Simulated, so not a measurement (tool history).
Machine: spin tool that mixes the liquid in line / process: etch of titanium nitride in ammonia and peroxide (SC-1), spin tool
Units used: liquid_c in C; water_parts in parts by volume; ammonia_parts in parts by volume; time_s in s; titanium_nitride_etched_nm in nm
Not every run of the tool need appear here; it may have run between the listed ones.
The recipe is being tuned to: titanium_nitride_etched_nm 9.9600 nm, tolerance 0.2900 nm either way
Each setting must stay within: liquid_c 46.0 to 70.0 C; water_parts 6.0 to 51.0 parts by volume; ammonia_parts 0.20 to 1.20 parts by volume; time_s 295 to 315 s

run,hour,liquid_c,water_parts,ammonia_parts,time_s,titanium_nitride_etched_nm
1,0.0,62.0,28.5,0.80,295,15.2770
2,2.4,60.0,28.5,0.80,295,13.3650
3,10.1,60.0,28.5,0.80,295,13.3590
4,11.9,60.0,28.5,0.55,295,12.3970
5,17.1,60.0,28.5,0.55,295,12.5180
6,26.1,60.0,28.5,0.55,315,13.3290
7,28.0,59.0,28.5,0.55,315,12.4700
8,31.3,58.0,28.5,0.55,315,11.7210
9,33.4,58.0,28.5,0.55,315,11.6860
10,41.0,57.5,28.5,0.55,315,11.2930
11,46.8,55.0,28.5,0.55,315,9.5979
12,48.3,55.0,28.5,0.55,315,9.5764

Next run, 4 choices. One meets every target within its allowed miss, the rest don't. Which?
A,49.8,54.5,25.5,0.60,310,?
B,49.8,54.0,29.5,0.95,295,?
C,49.8,54.0,28.0,0.55,315,?
D,49.8,52.5,21.0,0.55,295,?

move,titanium_nitride_etched_nm
A,9.8661
B,9.0961
C,9.0430
D,8.9884
A: meets every target
B: misses by more than the last run did
C: misses by more than the last run did
D: misses by more than the last run did
A is the move that brings every result within its allowed miss.

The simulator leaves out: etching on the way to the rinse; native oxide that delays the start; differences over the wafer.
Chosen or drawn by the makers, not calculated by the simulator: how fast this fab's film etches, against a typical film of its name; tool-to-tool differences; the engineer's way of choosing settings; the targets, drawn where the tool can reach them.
